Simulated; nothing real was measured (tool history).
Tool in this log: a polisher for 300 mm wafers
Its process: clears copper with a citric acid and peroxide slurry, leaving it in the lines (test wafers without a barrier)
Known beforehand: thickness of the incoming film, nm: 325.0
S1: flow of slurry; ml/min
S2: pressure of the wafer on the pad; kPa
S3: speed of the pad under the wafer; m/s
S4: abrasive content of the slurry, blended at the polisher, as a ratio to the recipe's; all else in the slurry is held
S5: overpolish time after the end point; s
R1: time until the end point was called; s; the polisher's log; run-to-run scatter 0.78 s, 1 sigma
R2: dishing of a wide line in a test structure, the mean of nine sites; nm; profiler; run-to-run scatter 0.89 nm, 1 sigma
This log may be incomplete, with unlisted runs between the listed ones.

run,hour,S1,S2,S3,S4,S5,R1,R2
1,0,200,29,1.32,1,14,87.882,35.667
2,6.1,200,29,1.08,1,14,101.1,29.798
3,14.5,235,29,1.08,1,14,99.677,32.307
4,23.5,235,24.1,1.08,1,14,119.64,26.817
# hour 25: worn pad replaced by a new one
5,25,240,27.6,1.08,1,15,93.659,35.752
6,33.9,240,27.6,1.08,1,21,93.427,48.023
7,39.2,255,29,1.08,1,20,87.81,46.269
8,47.7,265,29.6,1.08,1,20,86,49.549
9,49.1,265,29.6,1.08,1,20,86.019,50.003

For run 10, what comes out?
10,54.8,270,30.3,1.08,1,19,?,?

Run 10 yielded R1 85.149 s, R2 47.763 nm.
